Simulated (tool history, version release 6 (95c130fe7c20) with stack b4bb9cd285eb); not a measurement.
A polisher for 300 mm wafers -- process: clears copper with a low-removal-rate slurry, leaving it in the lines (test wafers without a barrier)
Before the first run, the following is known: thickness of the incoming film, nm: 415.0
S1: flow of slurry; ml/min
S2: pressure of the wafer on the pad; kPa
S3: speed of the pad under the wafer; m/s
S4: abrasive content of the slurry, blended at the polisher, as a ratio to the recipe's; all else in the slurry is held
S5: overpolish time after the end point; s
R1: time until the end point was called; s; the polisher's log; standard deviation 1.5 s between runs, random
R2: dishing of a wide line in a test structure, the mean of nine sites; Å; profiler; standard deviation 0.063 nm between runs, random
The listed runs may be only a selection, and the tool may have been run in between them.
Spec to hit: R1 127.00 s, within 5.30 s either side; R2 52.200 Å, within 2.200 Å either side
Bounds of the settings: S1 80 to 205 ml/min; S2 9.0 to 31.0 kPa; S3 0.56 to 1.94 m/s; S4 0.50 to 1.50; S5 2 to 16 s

Run 1, hour 0.0: S1 135 ml/min, S2 20.0 kPa, S3 1.24 m/s, S4 1.00, S5 8 s. Result: R1 120.57 s, R2 204.890 Å.
Run 2, hour 5.9: S1 140 ml/min, S2 17.9 kPa, S3 1.26 m/s, S4 1.00, S5 7 s. Result: R1 131.54 s, R2 169.290 Å.
Run 3, hour 8.8: S1 130 ml/min, S2 17.9 kPa, S3 1.22 m/s, S4 1.00, S5 6 s. Result: R1 135.58 s, R2 142.180 Å.
Run 4, hour 12.8: S1 130 ml/min, S2 17.9 kPa, S3 1.40 m/s, S4 1.00, S5 6 s. Result: R1 126.47 s, R2 154.500 Å.
Run 5, hour 18.3: S1 110 ml/min, S2 17.9 kPa, S3 1.40 m/s, S4 1.00, S5 6 s. Result: R1 129.94 s, R2 152.590 Å.
At hour 21.3: slurry blender recalibrated.
Run 6, hour 21.3: S1 125 ml/min, S2 17.9 kPa, S3 1.24 m/s, S4 1.10, S5 5 s. Result: R1 126.63 s, R2 127.140 Å.
Run 7, hour 22.5: S1 135 ml/min, S2 17.2 kPa, S3 1.12 m/s, S4 1.15, S5 4 s. Result: R1 135.15 s, R2 96.343 Å.
Run 8, hour 27.3: S1 150 ml/min, S2 17.2 kPa, S3 1.02 m/s, S4 1.20, S5 4 s. Result: R1 140.49 s, R2 96.921 Å.
Run 9, hour 32.1: S1 115 ml/min, S2 11.7 kPa, S3 1.38 m/s, S4 0.95, S5 2 s. Result: R1 184.21 s, R2 36.935 Å.

4 candidate next runs follow, results not yet known. Just one meets every target within its allowed miss. Identify it.
Run A, hour 36.9: S1 115 ml/min, S2 9.7 kPa, S3 1.36 m/s, S4 0.95, S5 4 s. Result: R1 ?, R2 ?.
Run B, hour 36.9: S1 110 ml/min, S2 13.8 kPa, S3 1.60 m/s, S4 0.95, S5 2 s. Result: R1 ?, R2 ?.
Run C, hour 36.9: S1 120 ml/min, S2 13.1 kPa, S3 1.68 m/s, S4 0.90, S5 2 s. Result: R1 ?, R2 ?.
Run D, hour 36.9: S1 125 ml/min, S2 13.8 kPa, S3 1.90 m/s, S4 0.95, S5 2 s. Result: R1 ?, R2 ?.

move      R1      R2
   A  221.87  59.240
   B  143.68  46.177
   C  145.53  45.582
   D  125.00  52.926
A: further off than the last run
B: closer than the last run, but not yet in spec
C: closer than the last run, but not yet in spec
D: meets every target
D is the move that brings every result within its allowed miss.
